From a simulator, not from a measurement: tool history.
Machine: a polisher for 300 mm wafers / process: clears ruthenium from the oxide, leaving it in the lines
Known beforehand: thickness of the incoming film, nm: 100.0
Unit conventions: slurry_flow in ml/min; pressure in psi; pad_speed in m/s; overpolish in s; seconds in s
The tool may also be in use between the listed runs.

run,hour,slurry_flow,pressure,pad_speed,overpolish,seconds
1,0,305,2.6,0.84,47,69.779
2,8.8,305,2,0.84,47,91.996
3,15.9,305,2,1,47,78.893
4,21.6,305,1.8,1,47,86.367
5,23.8,270,1.8,1,47,86.795
6,31.5,230,1.8,1,47,89.734
7,39.6,230,1.7,1,47,93.535

For run 8, what comes out?
8,47,230,1.6,1,47,?

Run 8 gave seconds 96.804 s.
